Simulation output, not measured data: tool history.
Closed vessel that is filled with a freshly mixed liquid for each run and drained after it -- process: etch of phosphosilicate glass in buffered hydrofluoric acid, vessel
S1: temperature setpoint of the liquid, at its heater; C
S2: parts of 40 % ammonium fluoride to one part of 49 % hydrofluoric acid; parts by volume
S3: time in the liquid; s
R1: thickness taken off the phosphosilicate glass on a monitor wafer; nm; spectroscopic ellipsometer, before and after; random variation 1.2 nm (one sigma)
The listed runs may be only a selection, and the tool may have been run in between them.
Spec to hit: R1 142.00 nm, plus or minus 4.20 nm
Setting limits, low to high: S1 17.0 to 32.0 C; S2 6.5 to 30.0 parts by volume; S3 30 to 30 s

| run | day | S1 | S2 | S3 | R1 |
|---|---|---|---|---|---|
| 1 | 0.000 | 24.0 | 19.5 | 30 | 103.14 |
| 2 | 0.083 | 24.0 | 19.5 | 30 | 103.98 |
| 3 | 0.296 | 24.0 | 19.5 | 30 | 102.49 |
| 4 | 0.617 | 24.0 | 22.5 | 30 | 92.26 |
| 5 | 0.821 | 24.0 | 18.5 | 30 | 105.08 |
| 6 | 1.104 | 25.0 | 18.5 | 30 | 113.14 |
| 7 | 1.175 | 25.0 | 18.5 | 30 | 112.32 |
| 8 | 1.233 | 26.0 | 18.5 | 30 | 118.59 |
| 9 | 1.458 | 30.0 | 18.0 | 30 | 151.81 |
| 10 | 1.538 | 29.5 | 18.0 | 30 | 147.51 |

Exercise: of the 4 proposed moves below, exactly one satisfies all targets within the stated allowed misses. Which move is it?
| A | 1.617 | 26.5 | 15.0 | 30 | ? |
| B | 1.617 | 28.5 | 17.5 | 30 | ? |
| C | 1.617 | 29.5 | 17.0 | 30 | ? |
| D | 1.617 | 32.0 | 20.0 | 30 | ? |

| move | R1 |
|---|---|
| A | 147.96 |
| B | 141.50 |
| C | 153.52 |
| D | 152.53 |
A: the biggest miss grows against the last run
B: hits every target within its allowed miss
C: the biggest miss grows against the last run
D: the biggest miss grows against the last run
Go with B: it meets all targets.
